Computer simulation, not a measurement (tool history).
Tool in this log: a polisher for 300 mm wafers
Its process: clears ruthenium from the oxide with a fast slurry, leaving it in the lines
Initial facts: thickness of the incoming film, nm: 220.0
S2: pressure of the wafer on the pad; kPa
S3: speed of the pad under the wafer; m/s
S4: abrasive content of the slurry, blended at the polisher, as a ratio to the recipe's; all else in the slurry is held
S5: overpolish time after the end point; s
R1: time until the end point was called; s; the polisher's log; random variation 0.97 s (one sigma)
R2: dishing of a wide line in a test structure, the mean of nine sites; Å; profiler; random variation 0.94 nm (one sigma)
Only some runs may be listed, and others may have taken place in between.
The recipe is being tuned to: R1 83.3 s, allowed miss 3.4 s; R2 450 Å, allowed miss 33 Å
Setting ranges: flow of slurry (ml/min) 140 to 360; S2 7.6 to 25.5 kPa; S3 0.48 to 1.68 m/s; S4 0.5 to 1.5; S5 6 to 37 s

Run 1, hour 0: flow of slurry (ml/min) 230, S2 16.5 kPa, S3 1.08 m/s, S4 1, S5 19 s. Result: R1 72.181 s, R2 471.17 Å.
Run 2, hour 4.6: flow of slurry (ml/min) 230, S2 15.2 kPa, S3 1.08 m/s, S4 1, S5 20 s. Result: R1 79.264 s, R2 459.85 Å.
Run 3, hour 12.4: flow of slurry (ml/min) 265, S2 15.2 kPa, S3 1.08 m/s, S4 1, S5 20 s. Result: R1 77.375 s, R2 461.41 Å.
Run 4, hour 13: flow of slurry (ml/min) 285, S2 15.2 kPa, S3 1.08 m/s, S4 1, S5 20 s. Result: R1 76.516 s, R2 469.25 Å.
Run 5, hour 13.6: flow of slurry (ml/min) 285, S2 15.2 kPa, S3 1.08 m/s, S4 1.05, S5 20 s. Result: R1 75.672 s, R2 456.5 Å.
Run 6, hour 15.2: flow of slurry (ml/min) 285, S2 17.2 kPa, S3 1.08 m/s, S4 1.05, S5 20 s. Result: R1 66.785 s, R2 536.14 Å.
Run 7, hour 23.7: flow of slurry (ml/min) 285, S2 16.5 kPa, S3 1.08 m/s, S4 1.05, S5 20 s. Result: R1 70.846 s, R2 478.49 Å.
Run 8, hour 28.9: flow of slurry (ml/min) 285, S2 15.2 kPa, S3 1.08 m/s, S4 1.05, S5 21 s. Result: R1 74.906 s, R2 477.49 Å.
Run 9, hour 29.9: flow of slurry (ml/min) 285, S2 14.5 kPa, S3 1.08 m/s, S4 1.05, S5 22 s. Result: R1 78.964 s, R2 479.98 Å.
At hour 33.1: head pressure recalibrated.
Run 10, hour 33.1: flow of slurry (ml/min) 285, S2 14.5 kPa, S3 1.08 m/s, S4 1.05, S5 22 s. Result: R1 74.183 s, R2 521.23 Å.

Which of these 5 next moves meets every target?
Run A, hour 36.3: flow of slurry (ml/min) 275, S2 12.4 kPa, S3 1.16 m/s, S4 0.95, S5 26 s. Result: R1 ?, R2 ?.
Run B, hour 36.3: flow of slurry (ml/min) 300, S2 12.4 kPa, S3 1.12 m/s, S4 0.85, S5 31 s. Result: R1 ?, R2 ?.
Run C, hour 36.3: flow of slurry (ml/min) 285, S2 13.8 kPa, S3 1 m/s, S4 0.9, S5 29 s. Result: R1 ?, R2 ?.
Run D, hour 36.3: flow of slurry (ml/min) 290, S2 10.3 kPa, S3 1.32 m/s, S4 1.1, S5 21 s. Result: R1 ?, R2 ?.
Run E, hour 36.3: flow of slurry (ml/min) 260, S2 15.9 kPa, S3 0.94 m/s, S4 0.9, S5 25 s. Result: R1 ?, R2 ?.

move      R1      R2
   A  84.275   535.7
   B  89.984  589.21
   C  89.335  559.86
   D  83.602  446.87
   E  83.643  521.09
A: puts the biggest miss on target and leaves a different result outside tolerance
B: pushes the last run's worst result past its target
C: pushes the last run's worst result past its target
D: every result within its allowed miss
E: puts the biggest miss on target and leaves a different result outside tolerance
So the answer is move D, the one that meets all the targets.
